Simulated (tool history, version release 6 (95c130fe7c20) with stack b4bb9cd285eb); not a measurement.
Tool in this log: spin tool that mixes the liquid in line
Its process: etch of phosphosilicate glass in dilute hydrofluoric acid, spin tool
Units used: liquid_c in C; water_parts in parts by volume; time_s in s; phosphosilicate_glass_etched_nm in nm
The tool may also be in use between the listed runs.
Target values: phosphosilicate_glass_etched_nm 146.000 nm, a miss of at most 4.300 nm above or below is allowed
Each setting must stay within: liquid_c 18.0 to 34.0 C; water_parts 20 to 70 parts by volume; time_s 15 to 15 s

run	hour	liquid_c	water_parts	time_s	phosphosilicate_glass_etched_nm
1	0.0	26.0	40	15	80.095
2	0.7	26.0	25	15	130.690
3	3.7	26.5	25	15	133.390
4	4.6	24.0	25	15	120.810
5	9.7	24.0	25	15	121.060
# hour 17.8: thermometer replaced
6	17.8	24.0	25	15	111.450
7	19.9	24.5	25	15	112.950
8	20.7	25.0	25	15	117.160
9	26.7	25.5	25	15	117.080
10	28.2	26.5	25	15	123.300
11	30.9	27.0	25	15	124.640
12	35.8	27.5	25	15	127.790
13	37.4	28.0	25	15	131.630
14	41.3	28.5	25	15	133.750

Which single option among these 4 for the next run brings every result within its allowed miss of target? Just one does.
A	45.2	32.0	25	15	?
B	45.2	27.0	20	15	?
C	45.2	30.5	25	15	?
D	45.2	32.5	25	15	?

move	phosphosilicate_glass_etched_nm
A	154.070
B	158.550
C	145.130
D	157.150
A: the result that was furthest off in the last run now lies on the other side of its target
B: the result that was furthest off in the last run now lies on the other side of its target
C: meets every target
D: the result that was furthest off in the last run now lies on the other side of its target
So the answer is move C, the one that meets all the targets.

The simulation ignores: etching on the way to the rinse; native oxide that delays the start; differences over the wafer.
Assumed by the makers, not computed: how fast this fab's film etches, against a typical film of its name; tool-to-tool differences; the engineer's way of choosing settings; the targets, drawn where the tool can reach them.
